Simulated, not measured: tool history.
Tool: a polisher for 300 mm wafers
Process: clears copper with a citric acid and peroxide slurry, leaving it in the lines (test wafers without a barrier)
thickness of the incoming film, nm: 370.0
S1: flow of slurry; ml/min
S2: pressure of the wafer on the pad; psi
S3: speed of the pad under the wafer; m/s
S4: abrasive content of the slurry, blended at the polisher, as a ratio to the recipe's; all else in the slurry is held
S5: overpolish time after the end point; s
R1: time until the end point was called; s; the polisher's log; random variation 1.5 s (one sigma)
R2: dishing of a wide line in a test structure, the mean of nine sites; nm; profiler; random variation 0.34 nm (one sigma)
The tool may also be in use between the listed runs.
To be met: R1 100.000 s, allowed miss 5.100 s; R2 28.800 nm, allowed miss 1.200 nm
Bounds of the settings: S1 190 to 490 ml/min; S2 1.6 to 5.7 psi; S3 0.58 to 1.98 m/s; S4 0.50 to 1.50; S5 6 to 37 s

run,day,S1,S2,S3,S4,S5,R1,R2
1,0.000,315,3.6,1.28,1.00,19,136.330,38.408
2,0.054,315,3.6,1.28,1.10,19,136.050,38.917
3,0.354,310,3.8,1.28,1.10,16,133.520,34.224
4,0.642,315,4.1,1.28,1.10,14,122.260,32.637
5,0.812,315,4.3,1.28,1.10,13,120.330,30.586
6,1.075,315,4.3,1.28,0.95,13,123.070,30.514
7,1.421,315,4.3,1.28,0.95,13,123.290,29.617
8,1.521,315,4.6,1.28,0.90,12,118.250,29.375
9,1.604,315,5.4,1.30,0.90,8,103.870,23.061
# day 1.942: worn pad replaced by a new one
10,1.942,315,5.3,1.34,0.90,9,93.815,28.107
11,1.996,315,5.2,1.34,0.90,9,92.302,28.237
12,2.258,315,5.1,1.34,0.90,9,93.068,27.858
13,2.492,315,5.1,1.34,0.90,9,93.231,27.825
14,2.654,315,5.0,1.34,0.90,9,96.565,27.445
15,3.029,315,4.9,1.34,0.90,9,95.738,26.365

5 next moves are on the table. One of them brings every result within its allowed miss. Which?
A,3.404,365,5.0,1.52,0.65,9,?,?
B,3.404,400,4.9,1.40,1.00,9,?,?
C,3.404,305,5.6,1.20,0.85,10,?,?
D,3.404,285,4.8,1.18,0.85,10,?,?
E,3.404,330,4.0,1.64,0.90,10,?,?

move,R1,R2
A,89.650,29.078
B,89.531,29.104
C,99.159,29.264
D,113.510,25.783
E,91.734,31.190
A: brings the result that was furthest off to its target, and leaves another outside
B: brings the result that was furthest off to its target, and leaves another outside
C: meets every target
D: further off than the last run
E: takes the result that was furthest off past its target
Move C is the one to make.
